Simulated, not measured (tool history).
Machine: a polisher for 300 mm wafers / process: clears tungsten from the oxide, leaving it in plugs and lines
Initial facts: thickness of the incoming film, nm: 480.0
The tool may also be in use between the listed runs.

run	day	flow of slurry (ml/min)	pressure of the wafer on the pad (psi)	speed of the pad under the wafer (cm/s)	abrasive content of the slurry	overpolish time after the end point (s)	time until the end point was called (s)
1	0	285	2.8	142	1	27	79.031
2	0.058	285	2.9	142	1	27	75.561
3	0.388	285	3	142	1	27	73.799
4	0.525	285	3	142	0.85	27	76.074
5	0.712	285	3.1	142	0.85	27	73.125
6	0.946	285	3.1	126	0.85	27	82.921
7	1.021	285	3.3	126	0.85	27	77.468
8	1.333	285	3.4	126	0.85	27	73.707

What does the tool deliver on the next run?
9	1.538	285	3.5	126	0.85	27	?

{"run 9": {"time until the end point was called (s)": 73.64}}
